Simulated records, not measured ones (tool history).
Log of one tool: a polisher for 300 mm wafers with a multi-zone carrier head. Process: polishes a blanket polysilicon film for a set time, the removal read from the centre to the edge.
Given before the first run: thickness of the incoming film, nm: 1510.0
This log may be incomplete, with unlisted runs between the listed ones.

run  hour  flow of slurry (ml/min)  pressure of the head's centre zone  pressure of the head's middle zone  pressure of the head's edge zone  polishing time (s)  film removed at the wafer's centre (nm)  film removed at mid-radius (nm)  film removed at the wafer's edge (nm)
  1     0                      235                                   1                                   1                                 1                  58                                   515.84                           515.65                                 503.49
  2   3.7                      280                                   1                                   1                                 1                  58                                   529.46                           517.39                                 517.33
  3   6.4                      280                                   1                                   1                                 1                  68                                   628.04                           621.75                                 588.22
  4  13.1                      270                                1.03                                0.98                              0.95                  56                                   512.74                           494.77                                 487.95
  5  15.7                      270                                1.08                                0.96                              0.91                  48                                   454.58                           429.02                                 405.68
  6  21.3                      300                                1.08                                0.96                              0.91                  48                                   463.63                           414.49                                 399.36
  7  22.7                      310                                1.08                                0.93                               0.9                  44                                   421.81                           382.53                                 372.01
  8  25.7                      245                                1.14                                0.83                              0.86                  33                                   322.37                            256.3                                 276.23

What will run 9 give?
  9  26.3                      260                                1.14                                0.84                              0.88                  33                                        ?                                ?                                      ?

film removed at the wafer's centre (nm): 328.37
film removed at mid-radius (nm): 262.74
film removed at the wafer's edge (nm): 280.06
